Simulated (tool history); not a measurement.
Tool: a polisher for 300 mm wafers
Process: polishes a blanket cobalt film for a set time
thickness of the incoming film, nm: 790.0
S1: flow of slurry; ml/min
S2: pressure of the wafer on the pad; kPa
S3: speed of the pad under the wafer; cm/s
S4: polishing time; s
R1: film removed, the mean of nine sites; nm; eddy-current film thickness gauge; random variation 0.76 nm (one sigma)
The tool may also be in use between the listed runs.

run	hour	S1	S2	S3	S4	R1
1	0	285	13.1	116	32	204.27
2	3.3	285	11	116	32	173.8
3	12	285	9.7	116	32	151.31
4	18.6	285	9	116	32	141.86
5	22.6	285	8.3	116	32	130.68
6	26.4	285	8.3	116	32	131.39

Forecast run 7:
7	27.9	280	6.9	116	32	?

Run 7 gave R1 109.88 nm.
